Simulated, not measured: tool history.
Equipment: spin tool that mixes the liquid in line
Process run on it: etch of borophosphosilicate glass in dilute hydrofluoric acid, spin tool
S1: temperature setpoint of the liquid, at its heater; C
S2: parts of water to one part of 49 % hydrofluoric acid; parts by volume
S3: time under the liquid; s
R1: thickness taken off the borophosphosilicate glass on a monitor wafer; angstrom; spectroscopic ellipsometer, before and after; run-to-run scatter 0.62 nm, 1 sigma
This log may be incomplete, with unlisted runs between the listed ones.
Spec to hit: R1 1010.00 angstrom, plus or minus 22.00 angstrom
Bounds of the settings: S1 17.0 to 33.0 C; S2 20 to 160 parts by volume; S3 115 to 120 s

| run | hour | S1 | S2 | S3 | R1 |
|---|---|---|---|---|---|
| 1 | 0.0 | 25.0 | 90 | 115 | 602.01 |
| 2 | 5.7 | 26.5 | 85 | 115 | 685.44 |
| 3 | 7.8 | 26.5 | 85 | 115 | 674.54 |
| 4 | 14.8 | 26.5 | 85 | 115 | 682.17 |
| 5 | 22.8 | 26.5 | 100 | 115 | 575.62 |
| 6 | 26.2 | 26.5 | 80 | 115 | 736.75 |
| 7 | 26.7 | 28.0 | 80 | 115 | 777.29 |
| 8 | 34.0 | 29.0 | 80 | 115 | 808.28 |
| 9 | 40.8 | 30.0 | 80 | 115 | 825.50 |
| 10 | 41.6 | 30.5 | 80 | 115 | 852.64 |
| 11 | 46.9 | 30.5 | 80 | 115 | 860.32 |
| 12 | 52.9 | 30.5 | 80 | 115 | 855.14 |
| 13 | 54.4 | 31.0 | 80 | 115 | 869.57 |
| 14 | 57.4 | 31.5 | 80 | 115 | 877.50 |
| 15 | 59.2 | 32.0 | 80 | 115 | 895.84 |

Which of these 5 next moves meets every target?
| A | 61.0 | 31.0 | 70 | 120 | ? |
| B | 61.0 | 33.0 | 75 | 115 | ? |
| C | 61.0 | 32.5 | 80 | 115 | ? |
| D | 61.0 | 32.0 | 70 | 120 | ? |
| E | 61.0 | 32.5 | 70 | 115 | ? |

| move | R1 |
|---|---|
| A | 1062.60 |
| B | 1017.10 |
| C | 928.55 |
| D | 1103.70 |
| E | 1077.90 |
A: takes the result that was furthest off past its target
B: meets every target
C: nearer than the last run, and not there yet
D: takes the result that was furthest off past its target
E: takes the result that was furthest off past its target
So the answer is move B, the one that meets all the targets.
